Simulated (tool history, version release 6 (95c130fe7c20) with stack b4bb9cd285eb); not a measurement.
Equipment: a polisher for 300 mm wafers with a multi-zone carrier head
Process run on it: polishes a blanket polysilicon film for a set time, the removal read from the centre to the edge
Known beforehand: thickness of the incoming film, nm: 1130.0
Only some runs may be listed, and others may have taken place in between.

run	hour	flow of slurry (ml/min)	pressure of the head's centre zone	pressure of the head's middle zone	pressure of the head's edge zone	polishing time (s)	film removed at the wafer's centre (nm)	film removed at mid-radius (nm)	film removed at the wafer's edge (nm)
1	0.0	205	1.00	1.00	1.00	52	328.08	313.85	334.06
2	1.7	235	1.00	1.00	1.00	52	339.49	319.07	331.54
3	7.7	225	1.01	1.04	1.04	54	347.72	339.66	339.25
4	9.0	210	1.00	1.05	1.04	57	360.08	356.49	358.22
5	13.1	210	0.98	1.06	1.05	59	374.60	377.01	377.84
6	22.0	220	0.96	1.06	1.06	60	374.47	383.96	381.70

What will run 7 give?
7	25.6	220	0.95	1.06	1.07	61	?	?	?

film removed at the wafer's centre (nm): 373.41
film removed at mid-radius (nm): 387.39
film removed at the wafer's edge (nm): 387.25

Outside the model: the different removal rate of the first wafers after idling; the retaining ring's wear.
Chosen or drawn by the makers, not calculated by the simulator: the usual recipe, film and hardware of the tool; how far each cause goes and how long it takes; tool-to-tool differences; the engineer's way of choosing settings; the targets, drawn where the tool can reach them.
